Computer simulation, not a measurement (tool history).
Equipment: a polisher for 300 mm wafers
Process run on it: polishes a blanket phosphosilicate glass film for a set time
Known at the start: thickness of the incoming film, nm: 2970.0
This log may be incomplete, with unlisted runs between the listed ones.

run,hour,flow of slurry (ml/min),pressure of the wafer on the pad (kPa),speed of the pad under the wafer (m/s),abrasive content of the slurry,polishing time (s),film removed (angstrom)
1,0,260,23.4,1.12,1,86,9423.5
2,2.2,260,25.5,1.12,1,86,10163
3,7.5,300,25.5,1.12,1,86,10009
4,15.5,300,25.5,1.12,0.85,86,8969.4
5,24.1,300,28.3,1.12,0.85,86,9882.7
6,27.9,300,30.3,1.12,0.85,86,10562
7,34.9,300,32.4,1.12,0.85,86,10815
8,36.3,300,33.8,1.16,0.85,86,12021

Run 9 has not been measured yet. What should we expect?
9,40.4,300,34.5,1.16,0.85,86,?

{"run 9": {"film removed (angstrom)": 12030}}
